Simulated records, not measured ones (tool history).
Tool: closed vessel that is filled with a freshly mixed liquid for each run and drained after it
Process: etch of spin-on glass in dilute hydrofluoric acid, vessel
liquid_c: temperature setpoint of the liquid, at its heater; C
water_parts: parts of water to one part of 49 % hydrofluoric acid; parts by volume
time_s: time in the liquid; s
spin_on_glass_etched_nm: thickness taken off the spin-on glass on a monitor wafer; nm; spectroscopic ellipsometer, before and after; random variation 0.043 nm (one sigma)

| run | hour | liquid_c | water_parts | time_s | spin_on_glass_etched_nm |
|---|---|---|---|---|---|
| 1 | 0.0 | 26.0 | 195 | 40 | 8.4121 |
| 2 | 2.3 | 26.0 | 195 | 40 | 8.4155 |
| 3 | 7.7 | 26.0 | 195 | 40 | 8.4212 |
| 4 | 16.9 | 27.5 | 195 | 40 | 8.9478 |
| 5 | 18.4 | 28.5 | 195 | 40 | 9.2043 |
| 6 | 25.1 | 27.0 | 195 | 40 | 8.7444 |

The next listed run, before its measurement:
| 7 | 28.0 | 28.0 | 195 | 40 | ? |

Run 7 gave spin_on_glass_etched_nm 9.0903 nm.
